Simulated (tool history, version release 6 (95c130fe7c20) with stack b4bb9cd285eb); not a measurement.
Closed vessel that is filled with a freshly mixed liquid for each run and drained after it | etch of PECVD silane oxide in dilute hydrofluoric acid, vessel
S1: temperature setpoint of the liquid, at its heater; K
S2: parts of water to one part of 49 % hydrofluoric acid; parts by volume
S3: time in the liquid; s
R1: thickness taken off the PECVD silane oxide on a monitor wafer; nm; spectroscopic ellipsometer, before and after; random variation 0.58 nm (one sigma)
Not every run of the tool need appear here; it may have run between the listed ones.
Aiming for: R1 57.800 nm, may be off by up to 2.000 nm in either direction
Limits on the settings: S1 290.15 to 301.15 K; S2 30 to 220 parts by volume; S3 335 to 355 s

| run | day | S1 | S2 | S3 | R1 |
|---|---|---|---|---|---|
| 1 | 0.000 | 293.15 | 125 | 335 | 86.744 |
| 2 | 0.375 | 296.65 | 125 | 335 | 100.160 |
| 3 | 0.467 | 296.65 | 95 | 335 | 136.870 |
| 4 | 0.512 | 295.15 | 110 | 335 | 109.320 |
| 5 | 0.875 | 294.15 | 120 | 335 | 92.281 |
| 6 | 1.042 | 294.15 | 120 | 335 | 94.882 |
| 7 | 1.250 | 293.15 | 130 | 335 | 81.642 |
| 8 | 1.488 | 292.65 | 135 | 335 | 76.465 |
| 9 | 1.729 | 292.15 | 140 | 335 | 73.417 |
| 10 | 1.788 | 291.65 | 145 | 335 | 67.752 |
| 11 | 1.917 | 291.15 | 145 | 335 | 67.009 |

4 next moves are on the table. One of them brings every result within its allowed miss. Which?
| A | 2.046 | 291.15 | 170 | 350 | ? |
| B | 2.046 | 290.15 | 180 | 350 | ? |
| C | 2.046 | 290.15 | 175 | 340 | ? |
| D | 2.046 | 290.15 | 175 | 335 | ? |

| move | R1 |
|---|---|
| A | 58.245 |
| B | 52.339 |
| C | 52.542 |
| D | 51.770 |
A: every result within its allowed miss
B: takes the biggest miss from the last run beyond its target
C: takes the biggest miss from the last run beyond its target
D: takes the biggest miss from the last run beyond its target
Move A is the one to make.
